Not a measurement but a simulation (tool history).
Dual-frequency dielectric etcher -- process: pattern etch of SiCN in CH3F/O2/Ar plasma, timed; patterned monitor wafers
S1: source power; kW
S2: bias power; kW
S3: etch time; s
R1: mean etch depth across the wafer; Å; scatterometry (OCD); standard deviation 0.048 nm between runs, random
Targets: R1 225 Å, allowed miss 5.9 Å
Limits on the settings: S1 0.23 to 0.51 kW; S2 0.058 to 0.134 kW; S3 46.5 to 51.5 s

| run | hour | S1 | S2 | S3 | R1 |
|---|---|---|---|---|---|
| 1 | 0 | 0.37 | 0.096 | 51.5 | 196.63 |
| 2 | 3.4 | 0.4 | 0.099 | 51.5 | 206.21 |
| 3 | 8 | 0.42 | 0.101 | 51.5 | 214.55 |
| 4 | 10 | 0.43 | 0.102 | 51.5 | 216.78 |
| 5 | 12.7 | 0.43 | 0.102 | 46.5 | 195.11 |
| 6 | 16.7 | 0.43 | 0.092 | 46.5 | 187.91 |
|  | 25.3 | source power generator calibrated |
| 7 | 25.3 | 0.44 | 0.099 | 47 | 202.62 |
| 8 | 30 | 0.46 | 0.101 | 47 | 207.82 |
| 9 | 32.7 | 0.5 | 0.112 | 48.5 | 232.93 |

Which single option among these 4 for the next run brings every result within its allowed miss of target? Just one does.
| A | 35.4 | 0.51 | 0.129 | 46.5 | ? |
| B | 35.4 | 0.51 | 0.109 | 49 | ? |
| C | 35.4 | 0.48 | 0.109 | 48 | ? |
| D | 35.4 | 0.48 | 0.117 | 50 | ? |

| move | R1 |
|---|---|
| A | 238.47 |
| B | 234.56 |
| C | 223.24 |
| D | 239.38 |
A: the biggest miss grows against the last run
B: the biggest miss grows against the last run
C: hits every target within its allowed miss
D: the biggest miss grows against the last run
Move C is the one to make.
